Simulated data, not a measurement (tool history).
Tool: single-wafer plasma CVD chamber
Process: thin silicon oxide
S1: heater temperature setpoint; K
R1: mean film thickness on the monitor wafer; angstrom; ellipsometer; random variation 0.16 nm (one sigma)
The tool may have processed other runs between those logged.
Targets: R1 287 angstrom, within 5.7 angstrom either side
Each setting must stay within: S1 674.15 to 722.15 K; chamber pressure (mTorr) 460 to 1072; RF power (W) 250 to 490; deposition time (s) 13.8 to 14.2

Run 1, hour 0: S1 698.15 K, chamber pressure (mTorr) 766, RF power (W) 370, deposition time (s) 13.8. Result: R1 243.26 angstrom.
Run 2, hour 5.4: S1 698.15 K, chamber pressure (mTorr) 809, RF power (W) 370, deposition time (s) 13.8. Result: R1 250.49 angstrom.
Run 3, hour 10: S1 698.15 K, chamber pressure (mTorr) 854, RF power (W) 370, deposition time (s) 13.8. Result: R1 257.92 angstrom.
Run 4, hour 13.2: S1 698.15 K, chamber pressure (mTorr) 898, RF power (W) 370, deposition time (s) 13.8. Result: R1 266.26 angstrom.
Run 5, hour 21.5: S1 698.15 K, chamber pressure (mTorr) 930, RF power (W) 370, deposition time (s) 13.8. Result: R1 268.71 angstrom.
Run 6, hour 22.4: S1 698.15 K, chamber pressure (mTorr) 962, RF power (W) 370, deposition time (s) 13.8. Result: R1 279.17 angstrom.
Run 7, hour 31.1: S1 698.15 K, chamber pressure (mTorr) 974, RF power (W) 370, deposition time (s) 13.8. Result: R1 276.23 angstrom.
Run 8, hour 37.3: S1 698.15 K, chamber pressure (mTorr) 993, RF power (W) 370, deposition time (s) 13.8. Result: R1 278.9 angstrom.

Below are 4 possible settings for the next run. Only one of them brings all results inside the allowed miss of their targets. Which is it?
Run A, hour 43.5: S1 687.15 K, chamber pressure (mTorr) 1003, RF power (W) 350, deposition time (s) 13.8. Result: R1 ?.
Run B, hour 43.5: S1 699.15 K, chamber pressure (mTorr) 953, RF power (W) 415, deposition time (s) 14.2. Result: R1 ?.
Run C, hour 43.5: S1 700.15 K, chamber pressure (mTorr) 1051, RF power (W) 365, deposition time (s) 14.2. Result: R1 ?.
Run D, hour 43.5: S1 697.15 K, chamber pressure (mTorr) 1041, RF power (W) 345, deposition time (s) 14.2. Result: R1 ?.

move      R1
   A  274.81
   B  296.31
   C  294.66
   D  284.73
A: the biggest miss grows against the last run
B: pushes the last run's worst result past its target
C: pushes the last run's worst result past its target
D: every result lands within tolerance
The move that meets every target is D.
